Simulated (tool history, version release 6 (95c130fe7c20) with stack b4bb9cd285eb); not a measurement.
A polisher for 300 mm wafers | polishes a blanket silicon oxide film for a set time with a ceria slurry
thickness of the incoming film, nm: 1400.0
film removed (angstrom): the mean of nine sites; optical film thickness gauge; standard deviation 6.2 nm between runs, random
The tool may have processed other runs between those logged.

run,day,flow of slurry (ml/min),pressure of the wafer on the pad (psi),speed of the pad under the wafer (m/s),polishing time (s),film removed (angstrom)
1,0,205,3,1.04,123,5555.9
2,0.079,205,3,1.2,123,6354.3
3,0.367,205,2.8,1.2,123,5755.9
4,0.646,205,2.8,1.2,129,6048.3
5,0.892,205,2.6,1.2,129,5684.3
6,1.046,205,2.4,1.2,129,5198.8

Predict the results of run 7:
7,1.208,205,2.3,1.2,129,?

film removed (angstrom): 4962.4
